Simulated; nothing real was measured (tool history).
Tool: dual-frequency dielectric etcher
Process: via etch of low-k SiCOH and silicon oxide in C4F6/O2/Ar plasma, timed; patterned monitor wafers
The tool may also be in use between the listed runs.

| run | hour | source power (kW) | bias power (kW) | etch time (s) | mean etch depth across the wafer (Å) |
|---|---|---|---|---|---|
| 1 | 0 | 0.4 | 0.151 | 66.5 | 1619.4 |
| 2 | 2 | 0.34 | 0.151 | 66.5 | 1496.1 |
| 3 | 7.7 | 0.31 | 0.139 | 66.5 | 1376.9 |
| 4 | 13.9 | 0.31 | 0.139 | 69 | 1450.4 |
| 5 | 21.4 | 0.29 | 0.131 | 69 | 1360.4 |
| 6 | 26.5 | 0.28 | 0.127 | 69 | 1345.6 |

Run 7 comes next. What will it give?
| 7 | 27.6 | 0.27 | 0.122 | 69 | ? |

Run 7 gave mean etch depth across the wafer (Å) 1302.4.

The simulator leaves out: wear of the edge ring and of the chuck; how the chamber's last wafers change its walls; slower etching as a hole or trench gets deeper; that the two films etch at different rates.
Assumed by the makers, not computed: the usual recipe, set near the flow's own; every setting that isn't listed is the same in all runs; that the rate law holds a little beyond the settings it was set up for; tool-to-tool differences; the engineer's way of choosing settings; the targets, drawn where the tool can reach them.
